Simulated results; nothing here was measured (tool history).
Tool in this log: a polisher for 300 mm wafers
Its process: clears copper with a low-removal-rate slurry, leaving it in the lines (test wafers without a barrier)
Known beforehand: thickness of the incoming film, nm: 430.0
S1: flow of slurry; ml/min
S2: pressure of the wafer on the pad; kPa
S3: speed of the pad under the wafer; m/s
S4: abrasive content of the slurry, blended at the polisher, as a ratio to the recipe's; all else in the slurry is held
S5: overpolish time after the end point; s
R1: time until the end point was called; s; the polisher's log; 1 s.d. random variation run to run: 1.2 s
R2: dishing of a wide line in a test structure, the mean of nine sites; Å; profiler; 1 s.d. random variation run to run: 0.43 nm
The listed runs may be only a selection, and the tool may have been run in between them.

| run | hour | S1 | S2 | S3 | S4 | S5 | R1 | R2 |
|---|---|---|---|---|---|---|---|---|
| 1 | 0 | 185 | 28.3 | 1.4 | 1 | 21 | 87.856 | 362.56 |
| 2 | 1.3 | 185 | 28.3 | 1.44 | 1 | 19 | 82.614 | 343.36 |
| 3 | 6.3 | 230 | 28.3 | 1.44 | 1 | 19 | 79.584 | 346.79 |
| 4 | 14.7 | 240 | 28.3 | 1.46 | 1 | 17 | 78.805 | 335.77 |
| 5 | 20.7 | 240 | 28.3 | 1.46 | 1 | 9 | 81.015 | 246.46 |
| 6 | 27.2 | 240 | 29 | 1.46 | 1 | 9 | 80.392 | 256.42 |
| 7 | 35.5 | 240 | 29.6 | 1.46 | 1 | 9 | 79.995 | 254.79 |
| 8 | 40.5 | 240 | 30.3 | 1.46 | 1 | 9 | 77.185 | 258.6 |

The next listed run, before its measurement:
| 9 | 42.6 | 240 | 31 | 1.46 | 1 | 9 | ? | ? |

For run 9 the tool returned R1 77.162 s, R2 261.56 Å.

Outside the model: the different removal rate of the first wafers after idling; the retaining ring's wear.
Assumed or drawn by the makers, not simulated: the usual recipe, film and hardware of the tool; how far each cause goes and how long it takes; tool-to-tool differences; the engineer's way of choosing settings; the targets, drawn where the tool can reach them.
